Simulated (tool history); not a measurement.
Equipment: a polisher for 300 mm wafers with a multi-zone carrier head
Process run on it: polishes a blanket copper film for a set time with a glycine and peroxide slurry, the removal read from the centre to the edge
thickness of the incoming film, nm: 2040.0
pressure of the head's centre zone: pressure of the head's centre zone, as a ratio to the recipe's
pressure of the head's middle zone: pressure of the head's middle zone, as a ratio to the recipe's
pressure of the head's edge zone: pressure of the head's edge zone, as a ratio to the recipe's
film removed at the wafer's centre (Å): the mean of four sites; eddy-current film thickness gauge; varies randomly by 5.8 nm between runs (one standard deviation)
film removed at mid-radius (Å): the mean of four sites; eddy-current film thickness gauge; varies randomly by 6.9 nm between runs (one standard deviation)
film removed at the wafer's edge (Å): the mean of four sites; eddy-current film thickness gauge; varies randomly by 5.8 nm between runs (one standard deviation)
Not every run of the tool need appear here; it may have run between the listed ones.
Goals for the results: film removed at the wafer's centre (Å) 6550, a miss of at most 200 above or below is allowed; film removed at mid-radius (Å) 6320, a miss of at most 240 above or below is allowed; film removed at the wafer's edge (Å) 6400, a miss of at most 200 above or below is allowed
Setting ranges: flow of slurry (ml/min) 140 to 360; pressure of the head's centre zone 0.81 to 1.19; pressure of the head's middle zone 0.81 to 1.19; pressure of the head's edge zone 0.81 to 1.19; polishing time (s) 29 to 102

run  hour  flow of slurry (ml/min)  pressure of the head's centre zone  pressure of the head's middle zone  pressure of the head's edge zone  polishing time (s)  film removed at the wafer's centre (Å)  film removed at mid-radius (Å)  film removed at the wafer's edge (Å)
  1     0                      230                                   1                                   1                                 1                  65                                  5080.2                          5333.9                                5247.9
  2   2.4                      230                                   1                                1.08                                 1                  65                                  5118.2                          5721.1                                5317.8
  3  10.4                      230                                   1                                1.16                                 1                  65                                  5100.1                          6050.7                                5264.9
  4    18                      240                                1.03                                1.14                              1.04                  66                                  5432.7                          6076.4                                5501.4
  5  26.8                      240                                1.03                                 1.1                              1.04                  66                                  5261.1                          5848.9                                  5523
  6    32                      240                                1.03                                1.14                              1.04                  66                                  5276.5                          5987.8                                5578.2
  7    38                      285                                1.13                                1.11                              1.14                  70                                  6387.5                            6384                                6196.6
  8  46.8                      285                                1.13                                 1.1                              1.15                  70                                  6329.8                          6445.2                                6173.4
  9  55.8                      285                                1.13                                1.09                              1.16                  70                                  6348.7                          6351.4                                6163.5
 10    59                      285                                1.13                                1.09                              1.16                  70                                  6343.6                          6358.2                                6253.8
 11  62.7                      285                                1.13                                1.08                              1.17                  70                                    6274                            6269                                6203.3
 12    70                      285                                1.13                                1.08                              1.17                  70                                  6281.8                          6281.8                                6254.2

4 next moves are on the table. One of them brings every result within its allowed miss. Which?
  A  77.3                      340                                1.08                                1.15                              1.17                  67                                       ?                               ?                                     ?
  B  77.3                      270                                1.09                                1.14                              1.18                  68                                       ?                               ?                                     ?
  C  77.3                      355                                1.12                                1.06                              1.18                  71                                       ?                               ?                                     ?
  D  77.3                      295                                1.13                                1.11                              1.19                  66                                       ?                               ?                                     ?

move  film removed at the wafer's centre (Å)  film removed at mid-radius (Å)  film removed at the wafer's edge (Å)
   A                                  5946.6                          6250.4                                6160.6
   B                                  5973.2                          6185.9                                6198.1
   C                                  6554.9                          6194.5                                6580.8
   D                                  6057.3                          5907.7                                6076.8
A: misses by more than the last run did
B: misses by more than the last run did
C: every result lands within tolerance
D: misses by more than the last run did
Answer: C

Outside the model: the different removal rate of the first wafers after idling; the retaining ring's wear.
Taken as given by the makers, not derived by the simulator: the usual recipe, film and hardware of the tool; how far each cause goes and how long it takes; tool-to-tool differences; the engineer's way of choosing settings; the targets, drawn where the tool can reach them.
